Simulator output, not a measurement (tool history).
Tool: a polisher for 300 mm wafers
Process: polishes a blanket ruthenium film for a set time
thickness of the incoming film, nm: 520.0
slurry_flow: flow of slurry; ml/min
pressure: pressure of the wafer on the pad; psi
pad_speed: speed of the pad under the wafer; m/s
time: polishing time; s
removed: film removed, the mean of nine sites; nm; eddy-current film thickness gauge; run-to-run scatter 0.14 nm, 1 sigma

{"run": 1, "hour": 0.0, "slurry_flow": 195, "pressure": 1.5, "pad_speed": 0.92, "time": 24, "removed": 19.699}
{"run": 2, "hour": 7.7, "slurry_flow": 195, "pressure": 1.5, "pad_speed": 0.92, "time": 24, "removed": 19.952}
{"run": 3, "hour": 8.4, "slurry_flow": 190, "pressure": 1.4, "pad_speed": 0.92, "time": 24, "removed": 18.237}
{"run": 4, "hour": 13.5, "slurry_flow": 235, "pressure": 1.4, "pad_speed": 0.92, "time": 24, "removed": 18.631}
{"run": 5, "hour": 19.1, "slurry_flow": 235, "pressure": 1.3, "pad_speed": 0.92, "time": 24, "removed": 17.891}
{"run": 6, "hour": 26.0, "slurry_flow": 230, "pressure": 1.2, "pad_speed": 0.92, "time": 24, "removed": 16.467}
{"run": 7, "hour": 34.8, "slurry_flow": 230, "pressure": 1.1, "pad_speed": 0.92, "time": 24, "removed": 15.334}

What does the tool deliver on the next run?
{"run": 8, "hour": 40.7, "slurry_flow": 225, "pressure": 1.1, "pad_speed": 0.92, "time": 24, "removed": "?"}

Logged for run 8: removed 15.692 nm.

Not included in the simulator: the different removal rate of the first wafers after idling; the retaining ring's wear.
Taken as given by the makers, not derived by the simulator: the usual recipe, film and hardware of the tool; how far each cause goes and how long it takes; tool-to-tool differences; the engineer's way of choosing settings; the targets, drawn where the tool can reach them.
